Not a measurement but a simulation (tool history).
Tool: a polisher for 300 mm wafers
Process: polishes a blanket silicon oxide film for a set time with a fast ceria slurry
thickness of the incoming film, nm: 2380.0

| run | hour | flow of slurry (ml/min) | pressure of the wafer on the pad (psi) | speed of the pad under the wafer (cm/s) | polishing time (s) | film removed (angstrom) |
|---|---|---|---|---|---|---|
| 1 | 0 | 220 | 3.4 | 124 | 53 | 12670 |
| 2 | 5.3 | 220 | 3.4 | 134 | 53 | 13299 |
| 3 | 9.9 | 220 | 3 | 132 | 53 | 12359 |
| 4 | 12.5 | 220 | 2.6 | 128 | 53 | 10814 |
| 5 | 20 | 220 | 2.6 | 128 | 53 | 10695 |
| 6 | 23.1 | 220 | 2.3 | 126 | 53 | 9410.6 |
| 7 | 27.7 | 220 | 2.2 | 126 | 53 | 9210.8 |

Estimate the outcome of run 8 from the log above:
| 8 | 29.7 | 220 | 2.1 | 126 | 53 | ? |

film removed (angstrom): 8852.5
